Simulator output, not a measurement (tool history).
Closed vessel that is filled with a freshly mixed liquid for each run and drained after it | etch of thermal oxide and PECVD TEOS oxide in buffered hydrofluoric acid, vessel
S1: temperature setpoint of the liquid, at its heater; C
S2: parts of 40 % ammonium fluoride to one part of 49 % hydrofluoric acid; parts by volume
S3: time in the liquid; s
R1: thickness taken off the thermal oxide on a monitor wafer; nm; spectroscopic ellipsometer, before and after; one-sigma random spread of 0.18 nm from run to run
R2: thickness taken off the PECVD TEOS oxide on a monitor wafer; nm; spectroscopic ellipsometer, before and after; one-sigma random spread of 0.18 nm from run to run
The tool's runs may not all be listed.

Run 1, day 0.000: S1 22.0 C, S2 16.5 parts by volume, S3 60 s. Result: R1 43.055 nm, R2 51.851 nm.
Run 2, day 0.321: S1 21.0 C, S2 16.5 parts by volume, S3 60 s. Result: R1 40.710 nm, R2 48.788 nm.
Run 3, day 0.617: S1 21.0 C, S2 16.5 parts by volume, S3 75 s. Result: R1 50.832 nm, R2 61.844 nm.
Run 4, day 0.767: S1 21.0 C, S2 13.0 parts by volume, S3 75 s. Result: R1 64.348 nm, R2 77.999 nm.
Run 5, day 1.133: S1 19.5 C, S2 14.0 parts by volume, S3 75 s. Result: R1 55.506 nm, R2 66.329 nm.
Run 6, day 1.321: S1 19.5 C, S2 9.5 parts by volume, S3 75 s. Result: R1 77.936 nm, R2 93.893 nm.
Run 7, day 1.412: S1 18.5 C, S2 11.5 parts by volume, S3 75 s. Result: R1 63.608 nm, R2 75.901 nm.
Run 8, day 1.783: S1 18.0 C, S2 13.0 parts by volume, S3 75 s. Result: R1 54.941 nm, R2 65.656 nm.
Run 9, day 1.971: S1 17.5 C, S2 14.0 parts by volume, S3 75 s. Result: R1 49.054 nm, R2 59.229 nm.

Forecast run 10:
Run 10, day 2.158: S1 17.5 C, S2 14.5 parts by volume, S3 75 s. Result: R1 ?, R2 ?.

R1: 47.585 nm
R2: 57.225 nm
